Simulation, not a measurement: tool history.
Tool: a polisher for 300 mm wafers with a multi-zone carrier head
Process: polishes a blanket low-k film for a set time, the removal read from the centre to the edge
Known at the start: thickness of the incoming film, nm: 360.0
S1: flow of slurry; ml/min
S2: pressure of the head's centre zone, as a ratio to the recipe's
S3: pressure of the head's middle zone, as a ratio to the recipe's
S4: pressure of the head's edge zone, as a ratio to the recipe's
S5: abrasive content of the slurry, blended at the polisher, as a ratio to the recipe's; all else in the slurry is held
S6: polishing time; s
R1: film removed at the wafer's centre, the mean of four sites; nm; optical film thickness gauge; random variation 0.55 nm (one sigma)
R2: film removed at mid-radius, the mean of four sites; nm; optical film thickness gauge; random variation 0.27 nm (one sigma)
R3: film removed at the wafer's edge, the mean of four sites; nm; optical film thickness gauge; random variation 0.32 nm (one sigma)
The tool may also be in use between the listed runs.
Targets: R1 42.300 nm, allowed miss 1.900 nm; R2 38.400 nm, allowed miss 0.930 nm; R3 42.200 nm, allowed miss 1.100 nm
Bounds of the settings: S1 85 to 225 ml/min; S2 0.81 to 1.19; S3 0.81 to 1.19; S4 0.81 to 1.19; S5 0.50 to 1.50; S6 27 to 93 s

Run 1, hour 0.0: S1 145 ml/min, S2 1.00, S3 1.00, S4 1.00, S5 1.00, S6 59 s. Result: R1 24.035 nm, R2 23.466 nm, R3 22.328 nm.
Run 2, hour 5.2: S1 145 ml/min, S2 1.00, S3 1.00, S4 1.00, S5 1.20, S6 59 s. Result: R1 26.212 nm, R2 25.683 nm, R3 25.063 nm.
Run 3, hour 6.9: S1 150 ml/min, S2 1.01, S3 1.00, S4 1.04, S5 1.25, S6 62 s. Result: R1 27.961 nm, R2 27.433 nm, R3 27.615 nm.
Run 4, hour 7.7: S1 150 ml/min, S2 0.93, S3 1.00, S4 1.04, S5 1.25, S6 62 s. Result: R1 25.806 nm, R2 27.643 nm, R3 27.453 nm.
Run 5, hour 16.6: S1 180 ml/min, S2 0.93, S3 1.00, S4 1.04, S5 1.25, S6 62 s. Result: R1 27.258 nm, R2 28.861 nm, R3 28.003 nm.
Run 6, hour 19.9: S1 175 ml/min, S2 0.97, S3 1.00, S4 1.06, S5 1.30, S6 65 s. Result: R1 29.526 nm, R2 30.731 nm, R3 30.106 nm.
At hour 22.5: worn pad replaced by a new one.
Run 7, hour 22.5: S1 165 ml/min, S2 1.00, S3 0.99, S4 1.07, S5 1.35, S6 68 s. Result: R1 36.388 nm, R2 34.839 nm, R3 35.841 nm.
Run 8, hour 29.1: S1 170 ml/min, S2 1.01, S3 0.99, S4 1.09, S5 1.35, S6 68 s. Result: R1 36.917 nm, R2 35.572 nm, R3 35.868 nm.
Run 9, hour 31.3: S1 170 ml/min, S2 1.01, S3 0.98, S4 1.11, S5 1.35, S6 68 s. Result: R1 37.120 nm, R2 35.750 nm, R3 36.105 nm.
Run 10, hour 34.8: S1 165 ml/min, S2 1.01, S3 0.96, S4 1.13, S5 1.40, S6 68 s. Result: R1 36.352 nm, R2 35.194 nm, R3 37.352 nm.
Run 11, hour 42.4: S1 170 ml/min, S2 1.02, S3 0.95, S4 1.14, S5 1.40, S6 68 s. Result: R1 38.438 nm, R2 34.928 nm, R3 37.754 nm.
Run 12, hour 44.6: S1 170 ml/min, S2 1.02, S3 0.95, S4 1.15, S5 1.40, S6 68 s. Result: R1 37.492 nm, R2 35.175 nm, R3 37.609 nm.
Run 13, hour 49.3: S1 170 ml/min, S2 1.03, S3 0.95, S4 1.16, S5 1.40, S6 68 s. Result: R1 37.895 nm, R2 34.352 nm, R3 37.281 nm.
Run 14, hour 51.4: S1 165 ml/min, S2 1.03, S3 0.95, S4 1.17, S5 1.45, S6 69 s. Result: R1 38.649 nm, R2 36.080 nm, R3 39.361 nm.
Run 15, hour 57.9: S1 205 ml/min, S2 1.04, S3 0.94, S4 1.19, S5 1.50, S6 69 s. Result: R1 41.774 nm, R2 37.175 nm, R3 40.152 nm.

Which of these 5 next moves meets every target?
Run A, hour 64.4: S1 225 ml/min, S2 1.10, S3 1.02, S4 1.13, S5 1.45, S6 67 s. Result: R1 ?, R2 ?, R3 ?.
Run B, hour 64.4: S1 225 ml/min, S2 1.17, S3 0.99, S4 1.08, S5 1.45, S6 64 s. Result: R1 ?, R2 ?, R3 ?.
Run C, hour 64.4: S1 200 ml/min, S2 1.16, S3 0.90, S4 1.19, S5 1.50, S6 65 s. Result: R1 ?, R2 ?, R3 ?.
Run D, hour 64.4: S1 225 ml/min, S2 1.04, S3 1.03, S4 1.08, S5 1.50, S6 66 s. Result: R1 ?, R2 ?, R3 ?.
Run E, hour 64.4: S1 210 ml/min, S2 1.03, S3 0.94, S4 1.19, S5 1.30, S6 75 s. Result: R1 ?, R2 ?, R3 ?.

move      R1      R2      R3
   A  42.310  38.552  38.503
   B  42.997  35.898  35.959
   C  43.042  33.553  38.469
   D  39.918  38.818  37.557
   E  41.894  38.151  42.057
A: further off than the last run
B: further off than the last run
C: further off than the last run
D: further off than the last run
E: meets every target
Move E is the one to make.

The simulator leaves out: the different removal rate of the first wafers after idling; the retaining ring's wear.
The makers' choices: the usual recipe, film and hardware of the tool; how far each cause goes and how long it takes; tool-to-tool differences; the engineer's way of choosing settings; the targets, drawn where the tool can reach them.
